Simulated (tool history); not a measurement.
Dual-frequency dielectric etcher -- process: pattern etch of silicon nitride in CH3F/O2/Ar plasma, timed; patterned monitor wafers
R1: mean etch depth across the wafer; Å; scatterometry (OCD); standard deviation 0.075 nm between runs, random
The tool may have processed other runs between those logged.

{"run": 1, "hour": 0.0, "source power (W)": 520, "bias power (W)": 55, "etch time (s)": 27.5, "R1": 197.35}
{"run": 2, "hour": 6.3, "source power (W)": 450, "bias power (W)": 55, "etch time (s)": 27.5, "R1": 187.19}
{"run": 3, "hour": 13.6, "source power (W)": 450, "bias power (W)": 55, "etch time (s)": 27.5, "R1": 187.07}
{"run": 4, "hour": 19.5, "source power (W)": 430, "bias power (W)": 51, "etch time (s)": 27.0, "R1": 172.96}
{"run": 5, "hour": 20.2, "source power (W)": 430, "bias power (W)": 58, "etch time (s)": 27.0, "R1": 183.64}
{"hour": 27.0, "done": "source power generator calibrated"}
{"run": 6, "hour": 27.0, "source power (W)": 430, "bias power (W)": 58, "etch time (s)": 25.0, "R1": 173.83}
{"run": 7, "hour": 33.3, "source power (W)": 330, "bias power (W)": 47, "etch time (s)": 25.0, "R1": 140.6}
{"run": 8, "hour": 35.3, "source power (W)": 340, "bias power (W)": 47, "etch time (s)": 25.0, "R1": 142.48}

Run 9 is up next; what results do you expect?
{"run": 9, "hour": 44.1, "source power (W)": 350, "bias power (W)": 47, "etch time (s)": 25.0, "R1": "?"}

{"run 9": {"R1": 144.32}}
